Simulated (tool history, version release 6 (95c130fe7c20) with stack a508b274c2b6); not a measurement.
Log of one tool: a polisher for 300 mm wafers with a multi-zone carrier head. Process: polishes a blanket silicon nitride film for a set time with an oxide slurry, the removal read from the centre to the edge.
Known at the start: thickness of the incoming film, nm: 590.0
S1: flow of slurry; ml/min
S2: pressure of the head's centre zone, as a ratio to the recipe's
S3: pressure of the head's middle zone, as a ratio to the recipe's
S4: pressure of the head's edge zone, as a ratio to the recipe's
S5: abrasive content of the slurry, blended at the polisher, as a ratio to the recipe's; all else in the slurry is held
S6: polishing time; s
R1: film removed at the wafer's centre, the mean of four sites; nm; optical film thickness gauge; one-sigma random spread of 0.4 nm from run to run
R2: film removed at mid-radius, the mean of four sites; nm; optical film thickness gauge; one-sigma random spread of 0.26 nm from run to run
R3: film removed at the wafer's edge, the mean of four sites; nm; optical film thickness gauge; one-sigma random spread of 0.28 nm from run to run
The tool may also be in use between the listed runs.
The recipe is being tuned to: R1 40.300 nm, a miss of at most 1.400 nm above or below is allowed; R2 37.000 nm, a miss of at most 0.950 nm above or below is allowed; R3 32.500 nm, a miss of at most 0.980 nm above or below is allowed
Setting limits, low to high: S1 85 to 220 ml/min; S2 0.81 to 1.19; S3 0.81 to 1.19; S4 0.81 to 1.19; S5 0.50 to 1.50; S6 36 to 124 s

| run | hour | S1 | S2 | S3 | S4 | S5 | S6 | R1 | R2 | R3 |
|---|---|---|---|---|---|---|---|---|---|---|
| 1 | 0.0 | 140 | 1.00 | 1.00 | 1.00 | 1.00 | 79 | 29.339 | 28.788 | 29.627 |
| 2 | 3.0 | 160 | 1.05 | 1.04 | 1.00 | 1.00 | 79 | 31.597 | 31.060 | 30.525 |
| 3 | 7.1 | 160 | 1.05 | 1.04 | 0.91 | 1.00 | 79 | 31.546 | 31.171 | 29.138 |
| 4 | 7.9 | 160 | 1.05 | 1.04 | 0.96 | 1.00 | 79 | 32.054 | 31.263 | 29.733 |
| 5 | 10.7 | 160 | 1.05 | 1.04 | 0.96 | 0.85 | 79 | 28.836 | 28.471 | 27.073 |
| 6 | 11.4 | 160 | 1.05 | 1.04 | 0.96 | 0.75 | 79 | 26.084 | 25.478 | 24.544 |
| 7 | 13.6 | 200 | 1.15 | 1.14 | 1.03 | 1.00 | 80 | 37.742 | 36.322 | 32.714 |
| 8 | 22.2 | 205 | 1.16 | 1.14 | 1.02 | 1.00 | 80 | 37.650 | 36.234 | 31.840 |

Consider the 5 candidate settings below. Which is the only one whose results all fall within their allowed miss of target?
| A | 30.8 | 195 | 1.12 | 1.17 | 0.92 | 0.95 | 84 | ? | ? | ? |
| B | 30.8 | 195 | 1.19 | 1.13 | 0.96 | 0.90 | 89 | ? | ? | ? |
| C | 30.8 | 180 | 1.16 | 1.07 | 1.08 | 1.10 | 79 | ? | ? | ? |
| D | 30.8 | 185 | 1.11 | 1.12 | 0.99 | 1.05 | 79 | ? | ? | ? |
| E | 30.8 | 220 | 1.19 | 1.14 | 0.89 | 1.10 | 75 | ? | ? | ? |

| move | R1 | R2 | R3 |
|---|---|---|---|
| A | 36.813 | 36.896 | 31.176 |
| B | 40.053 | 36.647 | 32.581 |
| C | 38.209 | 34.325 | 34.067 |
| D | 35.902 | 35.031 | 31.945 |
| E | 39.029 | 35.876 | 30.352 |
A: further off than the last run
B: each result inside its tolerance
C: further off than the last run
D: further off than the last run
E: meets the target for the result that was furthest off, but another lies outside its allowed miss
The right move is B.
